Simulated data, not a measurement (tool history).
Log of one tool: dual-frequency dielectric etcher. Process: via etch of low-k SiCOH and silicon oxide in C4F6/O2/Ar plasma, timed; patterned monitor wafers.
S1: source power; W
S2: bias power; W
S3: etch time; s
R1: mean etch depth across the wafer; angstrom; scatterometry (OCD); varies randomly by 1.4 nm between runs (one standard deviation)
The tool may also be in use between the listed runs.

run 1 hour=0.0 | S1=410 S2=187 S3=88.5 | R1=2630.1
run 2 hour=3.5 | S1=410 S2=187 S3=88.5 | R1=2601.4
run 3 hour=7.7 | S1=380 S2=178 S3=88.5 | R1=2513.7
run 4 hour=12.7 | S1=350 S2=169 S3=88.5 | R1=2337.9
run 5 hour=15.0 | S1=340 S2=168 S3=88.5 | R1=2296.2
run 6 hour=19.0 | S1=340 S2=195 S3=88.5 | R1=2367.9

Run 7 is up next; what results do you expect?
run 7 hour=24.6 | S1=260 S2=172 S3=88.5 | R1=?

Run 7 yielded R1 1938.2 angstrom.
